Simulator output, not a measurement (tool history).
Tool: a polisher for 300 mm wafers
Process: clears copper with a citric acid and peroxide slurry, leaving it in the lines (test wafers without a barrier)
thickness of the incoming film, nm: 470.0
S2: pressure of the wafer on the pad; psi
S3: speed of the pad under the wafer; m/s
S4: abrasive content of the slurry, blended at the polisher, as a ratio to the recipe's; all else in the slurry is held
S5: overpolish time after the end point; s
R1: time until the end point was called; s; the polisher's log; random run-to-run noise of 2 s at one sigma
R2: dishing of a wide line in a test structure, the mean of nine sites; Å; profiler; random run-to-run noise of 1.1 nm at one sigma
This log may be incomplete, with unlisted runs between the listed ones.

Run 1, hour 0.0: flow of slurry (ml/min) 185, S2 3.8 psi, S3 1.22 m/s, S4 1.0, S5 20 s. Result: R1 108.580 s, R2 506.56 Å.
Run 2, hour 5.7: flow of slurry (ml/min) 185, S2 3.1 psi, S3 1.22 m/s, S4 1.0, S5 20 s. Result: R1 135.850 s, R2 425.92 Å.
Run 3, hour 11.9: flow of slurry (ml/min) 185, S2 3.1 psi, S3 1.46 m/s, S4 1.0, S5 20 s. Result: R1 113.920 s, R2 487.24 Å.
Run 4, hour 18.4: flow of slurry (ml/min) 230, S2 3.1 psi, S3 1.46 m/s, S4 1.0, S5 20 s. Result: R1 111.050 s, R2 502.52 Å.
Run 5, hour 24.4: flow of slurry (ml/min) 230, S2 3.5 psi, S3 1.46 m/s, S4 1.0, S5 20 s. Result: R1 99.156 s, R2 547.39 Å.
Run 6, hour 25.7: flow of slurry (ml/min) 250, S2 3.5 psi, S3 1.46 m/s, S4 1.0, S5 20 s. Result: R1 98.475 s, R2 548.93 Å.

Run 7 has not been measured yet. What should we expect?
Run 7, hour 32.1: flow of slurry (ml/min) 250, S2 3.5 psi, S3 1.46 m/s, S4 1.0, S5 21 s. Result: R1 ?, R2 ?.

Logged for run 7: R1 98.868 s, R2 558.94 Å.
